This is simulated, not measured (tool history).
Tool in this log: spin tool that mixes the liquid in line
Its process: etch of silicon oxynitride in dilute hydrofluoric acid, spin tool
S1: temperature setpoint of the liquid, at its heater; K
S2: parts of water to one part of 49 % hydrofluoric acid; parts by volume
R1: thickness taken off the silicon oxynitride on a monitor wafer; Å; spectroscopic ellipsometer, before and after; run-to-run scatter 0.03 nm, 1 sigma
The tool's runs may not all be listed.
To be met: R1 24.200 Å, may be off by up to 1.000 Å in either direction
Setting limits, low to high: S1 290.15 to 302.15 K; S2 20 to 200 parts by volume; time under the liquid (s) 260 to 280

{"run": 1, "hour": 0.0, "S1": 294.15, "S2": 110, "time under the liquid (s)": 260, "R1": 32.705}
{"run": 2, "hour": 2.0, "S1": 293.15, "S2": 115, "time under the liquid (s)": 260, "R1": 29.929}
{"run": 3, "hour": 10.3, "S1": 293.15, "S2": 115, "time under the liquid (s)": 280, "R1": 31.391}
{"run": 4, "hour": 18.7, "S1": 293.15, "S2": 100, "time under the liquid (s)": 280, "R1": 37.326}
{"run": 5, "hour": 21.5, "S1": 292.15, "S2": 110, "time under the liquid (s)": 280, "R1": 32.189}
{"run": 6, "hour": 24.3, "S1": 291.65, "S2": 115, "time under the liquid (s)": 280, "R1": 29.742}
{"run": 7, "hour": 27.1, "S1": 291.15, "S2": 120, "time under the liquid (s)": 280, "R1": 27.726}
{"run": 8, "hour": 31.8, "S1": 290.65, "S2": 125, "time under the liquid (s)": 280, "R1": 25.56}

Consider the 4 candidate settings below. Which is the only one whose results all fall within their allowed miss of target?
{"run": "A", "hour": 36.5, "S1": 293.15, "S2": 130, "time under the liquid (s)": 275, "R1": "?"}
{"run": "B", "hour": 36.5, "S1": 290.15, "S2": 130, "time under the liquid (s)": 280, "R1": "?"}
{"run": "C", "hour": 36.5, "S1": 290.65, "S2": 115, "time under the liquid (s)": 260, "R1": "?"}
{"run": "D", "hour": 36.5, "S1": 291.15, "S2": 115, "time under the liquid (s)": 260, "R1": "?"}

move=A R1=27.328
move=B R1=24.035
move=C R1=26.112
move=D R1=26.766
A: the biggest miss grows against the last run
B: all results land within tolerance of their targets
C: the biggest miss grows against the last run
D: the biggest miss grows against the last run
Correct choice: B, which meets every target
